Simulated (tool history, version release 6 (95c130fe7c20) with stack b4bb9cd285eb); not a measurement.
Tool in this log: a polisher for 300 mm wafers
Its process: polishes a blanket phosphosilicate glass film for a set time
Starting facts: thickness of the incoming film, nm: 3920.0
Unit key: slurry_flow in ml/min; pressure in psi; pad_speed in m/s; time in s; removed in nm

Run 1, hour 0: slurry_flow 150 ml/min, pressure 2.5 psi, pad_speed 0.88 m/s, slurry_solids 1, time 95 s. Result: removed 607.6 nm.
Run 2, hour 4.7: slurry_flow 150 ml/min, pressure 2.5 psi, pad_speed 0.88 m/s, slurry_solids 1, time 95 s. Result: removed 604.99 nm.
Run 3, hour 10.1: slurry_flow 150 ml/min, pressure 3 psi, pad_speed 0.88 m/s, slurry_solids 1, time 95 s. Result: removed 727.35 nm.
Run 4, hour 13.2: slurry_flow 150 ml/min, pressure 2.7 psi, pad_speed 0.86 m/s, slurry_solids 1, time 95 s. Result: removed 640.14 nm.
Run 5, hour 18.7: slurry_flow 125 ml/min, pressure 2.7 psi, pad_speed 0.86 m/s, slurry_solids 1, time 95 s. Result: removed 620.82 nm.
At hour 19.3: head pressure recalibrated.
Run 6, hour 19.3: slurry_flow 125 ml/min, pressure 2.5 psi, pad_speed 0.86 m/s, slurry_solids 1, time 95 s. Result: removed 617.27 nm.

Expected results for the next run?
Run 7, hour 25.9: slurry_flow 125 ml/min, pressure 2.2 psi, pad_speed 0.84 m/s, slurry_solids 1, time 95 s. Result: removed ?.

Run 7 gave removed 528.22 nm.
